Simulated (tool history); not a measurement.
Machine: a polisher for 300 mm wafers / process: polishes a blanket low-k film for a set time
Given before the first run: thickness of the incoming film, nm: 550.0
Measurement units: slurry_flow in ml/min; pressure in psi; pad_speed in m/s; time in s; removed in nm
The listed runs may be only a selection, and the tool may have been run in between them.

Run 1, hour 0: slurry_flow 170 ml/min, pressure 2.2 psi, pad_speed 0.98 m/s, slurry_solids 1, time 58 s. Result: removed 24.406 nm.
Run 2, hour 8: slurry_flow 150 ml/min, pressure 2.2 psi, pad_speed 0.98 m/s, slurry_solids 1, time 58 s. Result: removed 23.981 nm.
Run 3, hour 10.3: slurry_flow 150 ml/min, pressure 2.2 psi, pad_speed 0.98 m/s, slurry_solids 1, time 53 s. Result: removed 21.743 nm.
Run 4, hour 10.9: slurry_flow 150 ml/min, pressure 2.2 psi, pad_speed 0.98 m/s, slurry_solids 1.2, time 53 s. Result: removed 23.056 nm.
Run 5, hour 16.7: slurry_flow 150 ml/min, pressure 2.2 psi, pad_speed 0.98 m/s, slurry_solids 1.4, time 53 s. Result: removed 24.414 nm.
Run 6, hour 23.7: slurry_flow 145 ml/min, pressure 2.1 psi, pad_speed 0.98 m/s, slurry_solids 1.4, time 53 s. Result: removed 23.069 nm.

For run 7, what comes out?
Run 7, hour 26.3: slurry_flow 140 ml/min, pressure 2 psi, pad_speed 0.98 m/s, slurry_solids 1.4, time 53 s. Result: removed ?.

removed: 21.858 nm
